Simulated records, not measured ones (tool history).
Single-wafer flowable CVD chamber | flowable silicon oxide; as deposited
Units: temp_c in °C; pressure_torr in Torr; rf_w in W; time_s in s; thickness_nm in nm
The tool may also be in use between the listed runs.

Run 1, hour 0: temp_c 110 °C, pressure_torr 1.05 Torr, rf_w 1620 W, time_s 509 s. Result: thickness_nm 319.52 nm.
Run 2, hour 4.7: temp_c 110 °C, pressure_torr 1.05 Torr, rf_w 1740 W, time_s 509 s. Result: thickness_nm 326.33 nm.
Run 3, hour 9.3: temp_c 100 °C, pressure_torr 1.05 Torr, rf_w 1740 W, time_s 509 s. Result: thickness_nm 437.05 nm.
Run 4, hour 16.9: temp_c 106 °C, pressure_torr 1.05 Torr, rf_w 1740 W, time_s 509 s. Result: thickness_nm 366.04 nm.
Run 5, hour 19.1: temp_c 106 °C, pressure_torr 1.22 Torr, rf_w 1740 W, time_s 509 s. Result: thickness_nm 421.93 nm.
Run 6, hour 26: temp_c 106 °C, pressure_torr 1.22 Torr, rf_w 1740 W, time_s 509 s. Result: thickness_nm 422.7 nm.
Run 7, hour 34.3: temp_c 111 °C, pressure_torr 1.22 Torr, rf_w 1740 W, time_s 509 s. Result: thickness_nm 365.83 nm.
Run 8, hour 42: temp_c 115 °C, pressure_torr 1.22 Torr, rf_w 1740 W, time_s 509 s. Result: thickness_nm 328.72 nm.
Run 9, hour 46.1: temp_c 118 °C, pressure_torr 1.22 Torr, rf_w 1740 W, time_s 509 s. Result: thickness_nm 303.05 nm.

Run 10 comes next. What will it give?
Run 10, hour 53.4: temp_c 120 °C, pressure_torr 1.22 Torr, rf_w 1740 W, time_s 509 s. Result: thickness_nm ?.

{"run 10": {"thickness_nm": 288.15}}
